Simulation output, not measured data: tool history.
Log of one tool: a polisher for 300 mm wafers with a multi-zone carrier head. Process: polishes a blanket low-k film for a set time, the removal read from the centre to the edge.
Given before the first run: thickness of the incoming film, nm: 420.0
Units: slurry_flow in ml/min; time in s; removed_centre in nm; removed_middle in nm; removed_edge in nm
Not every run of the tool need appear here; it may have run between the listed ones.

run 1 hour=0 | slurry_flow=220 centre_zone=1 middle_zone=1 edge_zone=1 slurry_solids=1 time=37 | removed_centre=14.629 removed_middle=14.903 removed_edge=14.573
run 2 hour=4.7 | slurry_flow=220 centre_zone=1 middle_zone=1 edge_zone=1 slurry_solids=0.8 time=37 | removed_centre=13.767 removed_middle=14.077 removed_edge=13.343
run 3 hour=7.9 | slurry_flow=215 centre_zone=0.99 middle_zone=1 edge_zone=0.98 slurry_solids=0.75 time=37 | removed_centre=13.168 removed_middle=13.127 removed_edge=12.83
run 4 hour=14.1 | slurry_flow=215 centre_zone=0.99 middle_zone=1 edge_zone=0.98 slurry_solids=0.65 time=37 | removed_centre=12.312 removed_middle=12.532 removed_edge=12.217
run 5 hour=21.8 | slurry_flow=215 centre_zone=0.99 middle_zone=1.02 edge_zone=0.96 slurry_solids=0.65 time=37 | removed_centre=12.214 removed_middle=12.793 removed_edge=12.119
run 6 hour=27.4 | slurry_flow=215 centre_zone=0.99 middle_zone=1.03 edge_zone=0.94 slurry_solids=0.65 time=37 | removed_centre=12.429 removed_middle=13.193 removed_edge=12.071
run 7 hour=33.4 | slurry_flow=210 centre_zone=0.99 middle_zone=1.03 edge_zone=0.92 slurry_solids=0.65 time=37 | removed_centre=12.468 removed_middle=13.13 removed_edge=11.815
run 8 hour=37.9 | slurry_flow=205 centre_zone=0.98 middle_zone=1.03 edge_zone=0.91 slurry_solids=0.65 time=37 | removed_centre=12.391 removed_middle=12.586 removed_edge=11.615
run 9 hour=41.6 | slurry_flow=205 centre_zone=0.97 middle_zone=1.04 edge_zone=0.9 slurry_solids=0.65 time=37 | removed_centre=12.14 removed_middle=13.068 removed_edge=11.628

Predict the results of run 10:
run 10 hour=44.3 | slurry_flow=200 centre_zone=0.96 middle_zone=1.04 edge_zone=0.89 slurry_solids=0.65 time=37 | removed_centre=? removed_middle=? removed_edge=?

Run 10 measured removed_centre 12.068 nm, removed_middle 12.667 nm, removed_edge 11.573 nm.

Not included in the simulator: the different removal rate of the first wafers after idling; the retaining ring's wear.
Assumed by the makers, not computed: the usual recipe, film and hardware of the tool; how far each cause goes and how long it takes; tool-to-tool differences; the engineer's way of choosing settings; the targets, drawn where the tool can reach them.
